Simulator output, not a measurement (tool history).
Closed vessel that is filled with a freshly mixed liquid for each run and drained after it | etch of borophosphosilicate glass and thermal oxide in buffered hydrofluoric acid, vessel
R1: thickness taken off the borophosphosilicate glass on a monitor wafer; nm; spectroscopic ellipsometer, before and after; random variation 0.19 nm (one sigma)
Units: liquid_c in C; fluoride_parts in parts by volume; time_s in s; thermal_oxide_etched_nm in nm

{"run": 1, "day": 0.0, "liquid_c": 20, "fluoride_parts": 9, "time_s": 60, "R1": 68.003, "thermal_oxide_etched_nm": 67.427}
{"run": 2, "day": 0.342, "liquid_c": 20, "fluoride_parts": 9, "time_s": 50, "R1": 56.195, "thermal_oxide_etched_nm": 56.12}
{"run": 3, "day": 0.383, "liquid_c": 19, "fluoride_parts": 9.5, "time_s": 50, "R1": 51.552, "thermal_oxide_etched_nm": 52.051}
{"run": 4, "day": 0.429, "liquid_c": 18.5, "fluoride_parts": 10, "time_s": 50, "R1": 48.372, "thermal_oxide_etched_nm": 48.904}
{"run": 5, "day": 0.517, "liquid_c": 18.5, "fluoride_parts": 10, "time_s": 65, "R1": 62.838, "thermal_oxide_etched_nm": 62.983}
{"run": 6, "day": 0.821, "liquid_c": 18, "fluoride_parts": 11.5, "time_s": 65, "R1": 53.417, "thermal_oxide_etched_nm": 53.152}
{"run": 7, "day": 1.067, "liquid_c": 17.5, "fluoride_parts": 12, "time_s": 65, "R1": 49.865, "thermal_oxide_etched_nm": 49.6}
{"run": 8, "day": 1.117, "liquid_c": 17.5, "fluoride_parts": 12.5, "time_s": 65, "R1": 47.689, "thermal_oxide_etched_nm": 47.387}

Run 9 comes next. What will it give?
{"run": 9, "day": 1.396, "liquid_c": 17.5, "fluoride_parts": 13, "time_s": 65, "R1": "?", "thermal_oxide_etched_nm": "?"}

Run 9 gave R1 45.902 nm, thermal_oxide_etched_nm 46.491 nm.
